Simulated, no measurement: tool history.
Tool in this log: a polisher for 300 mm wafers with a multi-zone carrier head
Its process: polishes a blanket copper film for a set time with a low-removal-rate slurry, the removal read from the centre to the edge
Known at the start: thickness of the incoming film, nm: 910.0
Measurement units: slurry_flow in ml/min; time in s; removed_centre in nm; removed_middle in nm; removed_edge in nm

run 1 hour=0 | slurry_flow=310 centre_zone=1 middle_zone=1 edge_zone=1 slurry_solids=1 time=67 | removed_centre=155.24 removed_middle=159.19 removed_edge=148.19
run 2 hour=8.8 | slurry_flow=310 centre_zone=1 middle_zone=1 edge_zone=1 slurry_solids=1.2 time=67 | removed_centre=163.2 removed_middle=164.71 removed_edge=158.86
run 3 hour=10.1 | slurry_flow=310 centre_zone=1 middle_zone=1 edge_zone=0.93 slurry_solids=1.2 time=67 | removed_centre=162.86 removed_middle=164.61 removed_edge=155.11
run 4 hour=19 | slurry_flow=280 centre_zone=1 middle_zone=1 edge_zone=0.93 slurry_solids=1.2 time=67 | removed_centre=161.24 removed_middle=163.91 removed_edge=152.42
run 5 hour=26.5 | slurry_flow=340 centre_zone=1 middle_zone=1 edge_zone=0.93 slurry_solids=1.2 time=67 | removed_centre=164.35 removed_middle=168.04 removed_edge=151.94
run 6 hour=35 | slurry_flow=340 centre_zone=1 middle_zone=1 edge_zone=0.93 slurry_solids=1.05 time=67 | removed_centre=158.49 removed_middle=162.69 removed_edge=149.82
run 7 hour=39.2 | slurry_flow=335 centre_zone=1 middle_zone=1 edge_zone=0.94 slurry_solids=1.1 time=69 | removed_centre=164.4 removed_middle=170.1 removed_edge=156.31
run 8 hour=47.1 | slurry_flow=335 centre_zone=1 middle_zone=1 edge_zone=0.94 slurry_solids=1.1 time=69 | removed_centre=163.96 removed_middle=168.88 removed_edge=155.92
-- hour=48.9 edge zone pressure recalibrated
run 9 hour=48.9 | slurry_flow=330 centre_zone=1.01 middle_zone=1 edge_zone=0.95 slurry_solids=1.15 time=70 | removed_centre=173.67 removed_middle=170.73 removed_edge=165.18
run 10 hour=53.1 | slurry_flow=335 centre_zone=1.02 middle_zone=1.02 edge_zone=0.96 slurry_solids=1.2 time=70 | removed_centre=176.56 removed_middle=176.55 removed_edge=166.08

Predict the results of run 11:
run 11 hour=57.4 | slurry_flow=335 centre_zone=1.03 middle_zone=1.04 edge_zone=0.98 slurry_solids=1.25 time=70 | removed_centre=? removed_middle=? removed_edge=?

{"run 11": {"removed_centre": 177.78, "removed_middle": 180.24, "removed_edge": 174.33}}

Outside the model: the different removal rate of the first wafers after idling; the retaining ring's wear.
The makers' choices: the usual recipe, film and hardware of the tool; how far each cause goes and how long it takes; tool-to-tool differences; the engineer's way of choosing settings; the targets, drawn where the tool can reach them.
